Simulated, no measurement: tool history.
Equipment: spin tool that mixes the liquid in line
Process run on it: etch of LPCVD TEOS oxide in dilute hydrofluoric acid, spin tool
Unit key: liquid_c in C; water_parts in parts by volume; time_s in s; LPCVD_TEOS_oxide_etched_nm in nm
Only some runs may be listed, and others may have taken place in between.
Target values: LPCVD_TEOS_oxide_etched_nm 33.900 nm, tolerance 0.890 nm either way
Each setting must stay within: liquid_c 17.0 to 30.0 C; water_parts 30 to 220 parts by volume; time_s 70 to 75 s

run	hour	liquid_c	water_parts	time_s	LPCVD_TEOS_oxide_etched_nm
1	0.0	22.0	125	70	20.752
2	2.6	20.5	125	70	19.269
3	9.8	22.5	120	70	22.082
4	14.2	22.5	100	70	27.297
5	16.2	23.5	100	70	28.397
6	20.1	23.5	120	70	23.160
7	20.9	25.0	115	70	25.398
8	27.5	26.0	110	70	27.867
9	33.6	27.0	110	70	29.200
10	34.3	27.5	110	70	29.544
11	42.1	28.0	110	70	30.160

Below are 5 possible settings for the next run. Only one of them brings all results inside the allowed miss of their targets. Which is it?
A	49.9	24.5	95	70	?
B	49.9	26.5	120	70	?
C	49.9	28.0	95	70	?
D	49.9	22.0	85	70	?
E	49.9	29.5	110	75	?

move	LPCVD_TEOS_oxide_etched_nm
A	31.013
B	25.715
C	35.545
D	31.736
E	34.105
A: nearer than the last run, and not there yet
B: the biggest miss grows against the last run
C: the result that was furthest off in the last run now lies on the other side of its target
D: nearer than the last run, and not there yet
E: each result inside its tolerance
Answer: E
